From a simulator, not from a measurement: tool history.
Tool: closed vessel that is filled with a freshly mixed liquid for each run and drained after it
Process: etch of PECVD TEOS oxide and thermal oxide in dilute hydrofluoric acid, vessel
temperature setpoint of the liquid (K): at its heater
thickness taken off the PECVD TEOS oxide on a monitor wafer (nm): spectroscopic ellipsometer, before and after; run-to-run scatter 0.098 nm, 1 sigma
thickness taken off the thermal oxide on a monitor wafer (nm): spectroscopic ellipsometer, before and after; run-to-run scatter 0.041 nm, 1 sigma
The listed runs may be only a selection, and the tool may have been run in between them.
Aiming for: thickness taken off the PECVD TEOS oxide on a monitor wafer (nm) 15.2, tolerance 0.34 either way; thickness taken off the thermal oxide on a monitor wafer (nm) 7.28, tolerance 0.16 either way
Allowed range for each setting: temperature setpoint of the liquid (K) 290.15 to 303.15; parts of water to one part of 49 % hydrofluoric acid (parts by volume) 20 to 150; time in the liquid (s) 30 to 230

run,hour,temperature setpoint of the liquid (K),parts of water to one part of 49 % hydrofluoric acid (parts by volume),time in the liquid (s),thickness taken off the PECVD TEOS oxide on a monitor wafer (nm),thickness taken off the thermal oxide on a monitor wafer (nm)
1,0,295.15,85,120,12.643,6.0473
2,3.1,296.15,85,120,13.173,6.2933
3,8,296.65,85,120,13.308,6.4284
4,11.9,297.15,85,120,13.716,6.5821
5,20.2,297.65,85,120,13.863,6.7559
6,26.9,297.65,85,145,16.754,8.104
7,31.6,297.15,85,145,16.802,7.987
8,32.7,296.15,85,145,15.877,7.6079

4 candidate next runs follow, results not yet known. Just one meets every target within its allowed miss. Identify it.
A,33.8,302.15,85,110,?,?
B,33.8,298.65,105,150,?,?
C,33.8,293.15,55,105,?,?
D,33.8,293.15,75,130,?,?

move,thickness taken off the PECVD TEOS oxide on a monitor wafer (nm),thickness taken off the thermal oxide on a monitor wafer (nm)
A,15.353,7.3532
B,14.415,6.9038
C,16.382,7.8459
D,14.528,6.9577
A: all results in spec
B: the result that was furthest off in the last run now lies on the other side of its target
C: further off than the last run
D: the result that was furthest off in the last run now lies on the other side of its target
Go with A: it meets all targets.

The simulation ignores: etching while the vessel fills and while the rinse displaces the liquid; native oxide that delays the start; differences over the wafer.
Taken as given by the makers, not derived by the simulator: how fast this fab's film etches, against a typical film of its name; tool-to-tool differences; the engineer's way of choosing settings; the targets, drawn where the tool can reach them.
